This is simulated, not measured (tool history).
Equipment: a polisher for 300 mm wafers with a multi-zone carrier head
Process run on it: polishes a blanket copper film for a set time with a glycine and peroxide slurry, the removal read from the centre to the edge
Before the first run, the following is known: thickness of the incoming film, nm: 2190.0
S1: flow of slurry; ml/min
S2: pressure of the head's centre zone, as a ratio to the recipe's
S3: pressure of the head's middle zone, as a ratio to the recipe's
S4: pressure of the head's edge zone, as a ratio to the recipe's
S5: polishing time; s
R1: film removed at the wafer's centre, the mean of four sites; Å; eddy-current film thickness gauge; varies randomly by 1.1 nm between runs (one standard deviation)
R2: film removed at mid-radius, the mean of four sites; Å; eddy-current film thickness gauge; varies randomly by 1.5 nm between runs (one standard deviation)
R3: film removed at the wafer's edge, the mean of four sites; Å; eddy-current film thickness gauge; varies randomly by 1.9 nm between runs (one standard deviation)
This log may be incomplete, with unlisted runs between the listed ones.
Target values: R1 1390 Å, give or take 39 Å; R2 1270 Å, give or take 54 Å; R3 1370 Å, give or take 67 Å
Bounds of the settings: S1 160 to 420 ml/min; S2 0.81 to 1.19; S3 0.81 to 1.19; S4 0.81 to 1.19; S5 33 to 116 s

Run 1, hour 0: S1 270 ml/min, S2 1, S3 1, S4 1, S5 74 s. Result: R1 2558.4 Å, R2 2523.2 Å, R3 2730.6 Å.
Run 2, hour 8.6: S1 270 ml/min, S2 1, S3 0.96, S4 1, S5 74 s. Result: R1 2551.5 Å, R2 2462.7 Å, R3 2695.8 Å.
Run 3, hour 13.7: S1 260 ml/min, S2 1, S3 0.94, S4 0.97, S5 66 s. Result: R1 2261.5 Å, R2 2145.4 Å, R3 2322.3 Å.
Run 4, hour 18.2: S1 255 ml/min, S2 0.99, S3 0.92, S4 0.96, S5 61 s. Result: R1 2064.8 Å, R2 1901.4 Å, R3 2122 Å.
Run 5, hour 26.5: S1 255 ml/min, S2 0.99, S3 0.92, S4 0.92, S5 61 s. Result: R1 2093.2 Å, R2 1945.3 Å, R3 2082.1 Å.
At hour 35.1: edge zone pressure recalibrated.
Run 6, hour 35.1: S1 255 ml/min, S2 0.92, S3 0.92, S4 0.92, S5 61 s. Result: R1 1938.6 Å, R2 1910 Å, R3 2041.3 Å.
Run 7, hour 35.8: S1 255 ml/min, S2 0.92, S3 0.92, S4 0.92, S5 61 s. Result: R1 1955.4 Å, R2 1940.8 Å, R3 2049.5 Å.
Run 8, hour 44.1: S1 250 ml/min, S2 0.92, S3 0.9, S4 0.9, S5 57 s. Result: R1 1806.7 Å, R2 1796.5 Å, R3 1910.7 Å.
Run 9, hour 47.4: S1 250 ml/min, S2 0.93, S3 0.88, S4 0.89, S5 53 s. Result: R1 1702.3 Å, R2 1612.8 Å, R3 1772.9 Å.
Run 10, hour 54.7: S1 250 ml/min, S2 0.93, S3 0.88, S4 0.88, S5 50 s. Result: R1 1609 Å, R2 1536.4 Å, R3 1648.9 Å.
Run 11, hour 63.5: S1 250 ml/min, S2 0.93, S3 0.87, S4 0.87, S5 49 s. Result: R1 1581.2 Å, R2 1499.1 Å, R3 1613 Å.

Consider the 5 candidate settings below. Which is the only one whose results all fall within their allowed miss of target?
Run A, hour 72.3: S1 275 ml/min, S2 0.97, S3 0.87, S4 0.88, S5 41 s. Result: R1 ?, R2 ?, R3 ?.
Run B, hour 72.3: S1 245 ml/min, S2 0.96, S3 0.85, S4 0.81, S5 40 s. Result: R1 ?, R2 ?, R3 ?.
Run C, hour 72.3: S1 240 ml/min, S2 0.87, S3 0.82, S4 0.92, S5 42 s. Result: R1 ?, R2 ?, R3 ?.
Run D, hour 72.3: S1 170 ml/min, S2 1.05, S3 0.81, S4 0.9, S5 46 s. Result: R1 ?, R2 ?, R3 ?.
Run E, hour 72.3: S1 225 ml/min, S2 0.87, S3 0.87, S4 0.85, S5 43 s. Result: R1 ?, R2 ?, R3 ?.

move      R1      R2      R3
   A  1397.1  1274.5  1354.5
   B  1330.1  1202.5  1266.2
   C  1287.4  1222.9  1395.1
   D  1535.1  1249.4  1450.3
   E  1305.1  1302.4  1373.7
A: meets every target
B: takes the biggest miss from the last run beyond its target
C: takes the biggest miss from the last run beyond its target
D: nearer than the last run, and not there yet
E: takes the biggest miss from the last run beyond its target
Correct choice: A, which meets every target
